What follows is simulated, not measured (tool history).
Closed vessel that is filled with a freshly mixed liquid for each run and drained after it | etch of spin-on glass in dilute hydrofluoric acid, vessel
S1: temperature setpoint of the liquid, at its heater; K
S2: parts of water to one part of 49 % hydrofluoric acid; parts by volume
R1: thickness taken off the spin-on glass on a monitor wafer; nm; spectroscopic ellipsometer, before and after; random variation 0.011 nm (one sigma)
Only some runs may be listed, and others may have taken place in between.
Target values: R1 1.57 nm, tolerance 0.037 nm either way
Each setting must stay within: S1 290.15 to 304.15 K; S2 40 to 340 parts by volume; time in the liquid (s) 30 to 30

run 1 hour=0 | S1=296.15 S2=190 time_in_the_liquid_(s)=30 | R1=2.9486
run 2 hour=1.4 | S1=293.15 S2=190 time_in_the_liquid_(s)=30 | R1=2.6171
run 3 hour=6.6 | S1=293.15 S2=165 time_in_the_liquid_(s)=30 | R1=3.122
run 4 hour=9.4 | S1=293.15 S2=165 time_in_the_liquid_(s)=30 | R1=3.1261
run 5 hour=13.5 | S1=296.15 S2=165 time_in_the_liquid_(s)=30 | R1=3.4539
run 6 hour=19.4 | S1=296.15 S2=135 time_in_the_liquid_(s)=30 | R1=4.3804
run 7 hour=21.9 | S1=295.15 S2=155 time_in_the_liquid_(s)=30 | R1=3.6551
run 8 hour=26.9 | S1=294.15 S2=175 time_in_the_liquid_(s)=30 | R1=3.0045
run 9 hour=29.1 | S1=293.15 S2=190 time_in_the_liquid_(s)=30 | R1=2.6084
run 10 hour=34.3 | S1=292.65 S2=200 time_in_the_liquid_(s)=30 | R1=2.4527
run 11 hour=38.4 | S1=292.15 S2=210 time_in_the_liquid_(s)=30 | R1=2.2289
run 12 hour=40.1 | S1=291.65 S2=220 time_in_the_liquid_(s)=30 | R1=2.0958
run 13 hour=43 | S1=291.15 S2=230 time_in_the_liquid_(s)=30 | R1=1.946

Pick the move, out of 5, that brings all results within their allowed miss; only one does.
run A hour=45.9 | S1=291.65 S2=275 time_in_the_liquid_(s)=30 | R1=?
run B hour=45.9 | S1=292.65 S2=180 time_in_the_liquid_(s)=30 | R1=?
run C hour=45.9 | S1=295.15 S2=280 time_in_the_liquid_(s)=30 | R1=?
run D hour=45.9 | S1=291.15 S2=205 time_in_the_liquid_(s)=30 | R1=?
run E hour=45.9 | S1=294.15 S2=190 time_in_the_liquid_(s)=30 | R1=?

move=A R1=1.5935
move=B R1=2.7648
move=C R1=1.7724
move=D R1=2.2342
move=E R1=2.7487
A: hits every target within its allowed miss
B: the biggest miss grows against the last run
C: moves toward the targets from the last run without getting all of them in spec
D: the biggest miss grows against the last run
E: the biggest miss grows against the last run
Move A is the one to make.
